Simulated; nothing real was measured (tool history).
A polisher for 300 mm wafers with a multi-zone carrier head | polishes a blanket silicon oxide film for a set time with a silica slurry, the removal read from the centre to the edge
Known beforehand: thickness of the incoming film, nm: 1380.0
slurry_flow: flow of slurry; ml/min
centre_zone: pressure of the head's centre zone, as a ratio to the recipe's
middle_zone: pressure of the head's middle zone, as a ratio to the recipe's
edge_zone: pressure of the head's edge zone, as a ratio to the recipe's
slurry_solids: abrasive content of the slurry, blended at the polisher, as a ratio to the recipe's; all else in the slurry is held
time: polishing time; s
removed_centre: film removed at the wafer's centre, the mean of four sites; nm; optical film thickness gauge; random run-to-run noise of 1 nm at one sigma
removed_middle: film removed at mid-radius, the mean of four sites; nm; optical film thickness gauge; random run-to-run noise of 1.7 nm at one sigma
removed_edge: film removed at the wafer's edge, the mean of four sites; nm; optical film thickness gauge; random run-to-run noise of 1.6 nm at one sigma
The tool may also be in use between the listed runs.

| run | hour | slurry_flow | centre_zone | middle_zone | edge_zone | slurry_solids | time | removed_centre | removed_middle | removed_edge |
|---|---|---|---|---|---|---|---|---|---|---|
| 1 | 0 | 295 | 1 | 1 | 1 | 1 | 42 | 144.41 | 141.52 | 140.9 |
| 2 | 6 | 365 | 1 | 1 | 1 | 1 | 42 | 145.85 | 141.11 | 139.58 |
| 3 | 10.4 | 365 | 0.95 | 1 | 1 | 1 | 42 | 141.75 | 144.85 | 139.52 |
| 4 | 11.9 | 365 | 1.04 | 1 | 1 | 1 | 42 | 150.98 | 144.19 | 146.25 |
| 5 | 15.9 | 365 | 1 | 1 | 1.04 | 0.95 | 42 | 142.31 | 141.27 | 140.45 |
| 6 | 19.2 | 365 | 0.93 | 1 | 1.04 | 0.95 | 42 | 137.75 | 141.58 | 144.13 |
| 7 | 20.5 | 365 | 0.91 | 1 | 1.04 | 0.85 | 42 | 128.71 | 133.2 | 133.11 |
| 8 | 25.2 | 360 | 0.89 | 1 | 1.05 | 0.8 | 42 | 121.73 | 125.02 | 131.85 |
| 9 | 29.5 | 360 | 0.88 | 1.01 | 1.04 | 0.75 | 42 | 117.62 | 127.53 | 130.92 |
| 10 | 34.6 | 360 | 0.87 | 1 | 1.03 | 0.75 | 42 | 120.29 | 123.73 | 125.4 |
| 11 | 41.3 | 355 | 0.86 | 1.01 | 1.04 | 0.7 | 42 | 112.86 | 123.76 | 123.69 |
| 12 | 44.3 | 350 | 0.85 | 1 | 1.04 | 0.7 | 42 | 112.49 | 124.21 | 124.12 |
| 13 | 49.4 | 350 | 0.84 | 0.99 | 1.04 | 0.7 | 42 | 109.85 | 121.55 | 122.62 |
| 14 | 54.6 | 345 | 0.84 | 0.98 | 1.04 | 0.7 | 42 | 109.19 | 120.61 | 124.18 |
| 15 | 61.9 | 345 | 0.84 | 0.97 | 1.03 | 0.7 | 42 | 110.52 | 120.9 | 124.11 |
| 16 | 64 | 345 | 0.84 | 0.97 | 1.03 | 0.7 | 42 | 108.66 | 116.49 | 122.4 |
| 17 | 68.9 | 340 | 0.84 | 0.97 | 1.02 | 0.7 | 42 | 111.56 | 118.35 | 123.8 |
| 18 | 75.7 | 340 | 0.83 | 0.97 | 1.02 | 0.7 | 42 | 110.66 | 121.83 | 120.24 |
| 19 | 80.7 | 340 | 0.83 | 0.96 | 1.02 | 0.7 | 42 | 108.8 | 117.69 | 123.82 |
| 20 | 85.9 | 340 | 0.83 | 0.96 | 1.02 | 0.7 | 42 | 109.72 | 118.46 | 119.97 |
| 21 | 93.2 | 335 | 0.83 | 0.96 | 1.02 | 0.7 | 42 | 109.14 | 117.57 | 119.07 |
| 22 | 96.7 | 330 | 0.83 | 0.96 | 1.02 | 0.7 | 42 | 112.18 | 120.08 | 122.11 |

What will run 23 give?
| 23 | 102.9 | 335 | 0.83 | 0.96 | 1.02 | 0.7 | 42 | ? | ? | ? |

Run 23 produced removed_centre 110.36 nm, removed_middle 117.92 nm, removed_edge 123.39 nm.
